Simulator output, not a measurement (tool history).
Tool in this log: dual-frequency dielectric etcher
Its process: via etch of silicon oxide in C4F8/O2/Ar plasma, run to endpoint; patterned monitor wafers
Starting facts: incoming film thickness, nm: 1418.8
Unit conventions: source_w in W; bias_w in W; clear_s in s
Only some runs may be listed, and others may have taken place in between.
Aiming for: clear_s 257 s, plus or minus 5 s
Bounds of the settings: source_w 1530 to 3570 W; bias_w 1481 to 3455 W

Run 1, day 0: source_w 2550 W, bias_w 2468 W. Result: clear_s 234.57 s.
Run 2, day 0.296: source_w 2490 W, bias_w 2456 W. Result: clear_s 238.79 s.
Run 3, day 0.512: source_w 2490 W, bias_w 2816 W. Result: clear_s 229.52 s.
Run 4, day 0.75: source_w 2420 W, bias_w 2801 W. Result: clear_s 232.94 s.
Run 5, day 0.954: source_w 2360 W, bias_w 2789 W. Result: clear_s 235.81 s.
Run 6, day 0.992: source_w 2310 W, bias_w 2779 W. Result: clear_s 238.88 s.
Run 7, day 1.242: source_w 2270 W, bias_w 2772 W. Result: clear_s 239.18 s.
Run 8, day 1.508: source_w 2230 W, bias_w 2762 W. Result: clear_s 241.87 s.

Of the 4 settings listed for the next run, only one would bring every result within its allowed miss of target. Which one?
Run A, day 1.775: source_w 2510 W, bias_w 2789 W. Result: clear_s ?.
Run B, day 1.775: source_w 2490 W, bias_w 3040 W. Result: clear_s ?.
Run C, day 1.775: source_w 2650 W, bias_w 3206 W. Result: clear_s ?.
Run D, day 1.775: source_w 2100 W, bias_w 2444 W. Result: clear_s ?.

move  clear_s
   A   228.61
   B   224.08
   C   215.11
   D   255.46
A: its largest miss is bigger than the last run's
B: its largest miss is bigger than the last run's
C: its largest miss is bigger than the last run's
D: meets every target
Go with D: it meets all targets.

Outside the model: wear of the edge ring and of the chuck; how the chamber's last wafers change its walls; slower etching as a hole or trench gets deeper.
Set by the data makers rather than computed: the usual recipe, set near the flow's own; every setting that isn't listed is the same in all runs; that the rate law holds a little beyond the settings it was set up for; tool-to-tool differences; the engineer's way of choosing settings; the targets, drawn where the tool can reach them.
